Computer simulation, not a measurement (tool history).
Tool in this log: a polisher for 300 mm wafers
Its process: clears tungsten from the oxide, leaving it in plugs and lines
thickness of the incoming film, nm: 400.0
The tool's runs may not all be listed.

run,hour,flow of slurry (ml/min),pressure of the wafer on the pad (psi),speed of the pad under the wafer (cm/s),abrasive content of the slurry,overpolish time after the end point (s),time until the end point was called (s)
1,0,165,2.6,132,1,10,79.58
2,8.7,140,2.6,132,1,10,81.558
3,13.9,140,2.9,134,1,10,71.145
4,19.6,140,2.9,134,1,10,72.476
5,28.1,145,3.2,136,1,10,63.369
6,30,145,3.2,136,1,10,65.248
7,33.7,145,3.2,136,1,10,64.68
8,41.5,145,3.4,138,1,10,59.833

For run 9, what comes out?
9,47.3,145,3.6,140,1,10,?

Run 9 yielded time until the end point was called (s) 55.616.

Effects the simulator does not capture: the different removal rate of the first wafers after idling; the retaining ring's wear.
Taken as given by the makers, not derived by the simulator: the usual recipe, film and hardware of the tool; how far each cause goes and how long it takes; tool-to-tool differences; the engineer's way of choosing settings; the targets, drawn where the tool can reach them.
